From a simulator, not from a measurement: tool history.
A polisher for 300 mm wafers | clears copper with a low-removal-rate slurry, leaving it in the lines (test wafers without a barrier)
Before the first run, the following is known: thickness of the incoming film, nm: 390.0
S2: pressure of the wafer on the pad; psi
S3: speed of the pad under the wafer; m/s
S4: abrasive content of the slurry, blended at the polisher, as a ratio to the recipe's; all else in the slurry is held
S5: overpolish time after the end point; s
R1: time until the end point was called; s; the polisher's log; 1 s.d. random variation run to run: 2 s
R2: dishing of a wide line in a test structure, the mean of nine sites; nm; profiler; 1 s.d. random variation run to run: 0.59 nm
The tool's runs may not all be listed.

{"run": 1, "hour": 0.0, "flow of slurry (ml/min)": 180, "S2": 3.8, "S3": 1.14, "S4": 1.0, "S5": 17, "R1": 83.18, "R2": 51.672}
{"run": 2, "hour": 4.7, "flow of slurry (ml/min)": 175, "S2": 3.3, "S3": 1.1, "S4": 1.0, "S5": 17, "R1": 99.617, "R2": 40.406}
{"run": 3, "hour": 5.2, "flow of slurry (ml/min)": 140, "S2": 3.3, "S3": 1.1, "S4": 1.0, "S5": 17, "R1": 103.78, "R2": 41.048}
{"run": 4, "hour": 12.7, "flow of slurry (ml/min)": 170, "S2": 3.3, "S3": 1.1, "S4": 1.0, "S5": 17, "R1": 100.46, "R2": 41.703}
{"run": 5, "hour": 16.9, "flow of slurry (ml/min)": 170, "S2": 3.3, "S3": 1.1, "S4": 1.1, "S5": 17, "R1": 98.276, "R2": 42.142}
{"run": 6, "hour": 17.9, "flow of slurry (ml/min)": 165, "S2": 2.9, "S3": 1.06, "S4": 1.1, "S5": 18, "R1": 115.53, "R2": 38.843}
{"run": 7, "hour": 24.4, "flow of slurry (ml/min)": 160, "S2": 2.6, "S3": 1.04, "S4": 1.1, "S5": 18, "R1": 129.43, "R2": 35.099}

For run 8, what comes out?
{"run": 8, "hour": 26.2, "flow of slurry (ml/min)": 155, "S2": 2.4, "S3": 1.04, "S4": 1.1, "S5": 18, "R1": "?", "R2": "?"}

Logged for run 8: R1 139.120 s, R2 33.698 nm.

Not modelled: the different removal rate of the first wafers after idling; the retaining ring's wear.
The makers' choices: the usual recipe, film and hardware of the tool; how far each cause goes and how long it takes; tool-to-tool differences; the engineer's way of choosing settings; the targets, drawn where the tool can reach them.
